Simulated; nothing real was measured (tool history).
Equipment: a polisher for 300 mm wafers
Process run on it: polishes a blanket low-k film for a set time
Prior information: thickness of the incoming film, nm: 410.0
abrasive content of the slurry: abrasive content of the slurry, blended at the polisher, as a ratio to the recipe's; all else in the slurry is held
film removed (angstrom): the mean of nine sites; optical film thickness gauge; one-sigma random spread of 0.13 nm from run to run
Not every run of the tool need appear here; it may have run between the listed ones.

run,day,flow of slurry (ml/min),pressure of the wafer on the pad (kPa),speed of the pad under the wafer (m/s),abrasive content of the slurry,polishing time (s),film removed (angstrom)
1,0,310,14.5,1.02,1,39,206.3
2,0.071,260,14.5,1.02,1,39,204.92
3,0.296,260,13.1,0.98,1,39,181.91
4,0.383,260,11.7,0.94,1,39,162.78
5,0.608,260,11.7,1.08,1,39,179.13
6,0.975,260,11,1.02,1,39,161.06

Expected results for the next run?
7,1.129,260,11,1.02,1,39,?

film removed (angstrom): 162.85

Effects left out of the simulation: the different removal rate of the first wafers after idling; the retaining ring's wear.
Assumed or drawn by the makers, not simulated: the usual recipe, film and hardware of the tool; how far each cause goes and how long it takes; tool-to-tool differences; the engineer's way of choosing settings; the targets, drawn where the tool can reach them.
